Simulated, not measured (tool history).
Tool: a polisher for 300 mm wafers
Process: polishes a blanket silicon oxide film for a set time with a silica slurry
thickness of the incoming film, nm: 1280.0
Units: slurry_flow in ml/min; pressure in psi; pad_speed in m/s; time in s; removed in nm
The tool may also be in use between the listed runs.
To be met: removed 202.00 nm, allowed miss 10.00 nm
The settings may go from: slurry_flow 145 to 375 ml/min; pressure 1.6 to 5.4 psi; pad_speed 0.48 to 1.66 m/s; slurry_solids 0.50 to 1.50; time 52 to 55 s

run    day  slurry_flow  pressure  pad_speed  slurry_solids  time  removed
  1  0.000          240       3.5       1.06           1.00    52   142.82
  2  0.354          240       3.9       1.08           1.00    52   163.37
  3  0.592          240       3.9       1.08           1.10    52   168.79
  4  0.650          240       3.9       1.08           1.10    52   172.41
  5  0.975          215       3.9       1.08           1.10    52   169.61
  6  1.246          215       4.1       1.08           1.10    52   175.56
  7  1.275          220       4.3       1.08           1.10    52   183.72
  8  1.496          220       4.4       1.08           1.10    52   191.02

5 next moves are on the table. One of them brings every result within its allowed miss. Which?
  A  1.717          245       4.3       1.26           1.15    55        ?
  B  1.717          230       4.3       1.06           1.00    52        ?
  C  1.717          220       4.5       1.10           1.10    53        ?
  D  1.717          190       3.6       1.06           1.40    55        ?
  E  1.717          190       4.5       1.34           1.05    54        ?

move  removed
   A   230.28
   B   175.63
   C   203.11
   D   184.25
   E   227.09
A: takes the result that was furthest off past its target
B: further off than the last run
C: meets every target
D: further off than the last run
E: takes the result that was furthest off past its target
The right move is C.
